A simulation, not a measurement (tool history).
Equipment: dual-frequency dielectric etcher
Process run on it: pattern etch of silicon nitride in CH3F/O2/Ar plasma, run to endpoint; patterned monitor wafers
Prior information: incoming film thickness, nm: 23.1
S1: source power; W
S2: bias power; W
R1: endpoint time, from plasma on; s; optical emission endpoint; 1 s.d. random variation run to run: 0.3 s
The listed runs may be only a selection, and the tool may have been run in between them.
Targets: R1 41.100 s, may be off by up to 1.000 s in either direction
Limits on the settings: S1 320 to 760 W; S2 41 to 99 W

| run | hour | S1 | S2 | R1 |
|---|---|---|---|---|
| 1 | 0.0 | 540 | 70 | 32.841 |
| 2 | 1.2 | 540 | 77 | 31.775 |
| 3 | 9.4 | 500 | 73 | 33.146 |
| 4 | 15.4 | 590 | 73 | 30.880 |
| 5 | 23.1 | 630 | 73 | 29.956 |
| 6 | 25.8 | 540 | 73 | 32.296 |
| 7 | 28.1 | 500 | 70 | 33.601 |
| 8 | 35.1 | 470 | 67 | 35.461 |
| 9 | 35.9 | 450 | 66 | 36.451 |
| 10 | 38.9 | 430 | 65 | 37.078 |
| 11 | 43.4 | 410 | 64 | 38.102 |
| 12 | 44.9 | 400 | 64 | 38.693 |
| 13 | 50.2 | 390 | 64 | 39.224 |
| 14 | 56.8 | 380 | 64 | 39.622 |
| 15 | 58.5 | 370 | 64 | 40.469 |

Below are 5 possible settings for the next run. Only one of them brings all results inside the allowed miss of their targets. Which is it?
| A | 60.2 | 390 | 65 | ? |
| B | 60.2 | 430 | 62 | ? |
| C | 60.2 | 420 | 61 | ? |
| D | 60.2 | 530 | 50 | ? |
| E | 60.2 | 380 | 59 | ? |

| move | R1 |
|---|---|
| A | 38.790 |
| B | 38.105 |
| C | 38.793 |
| D | 38.777 |
| E | 41.149 |
A: further off than the last run
B: further off than the last run
C: further off than the last run
D: further off than the last run
E: all results land within tolerance of their targets
Answer: E
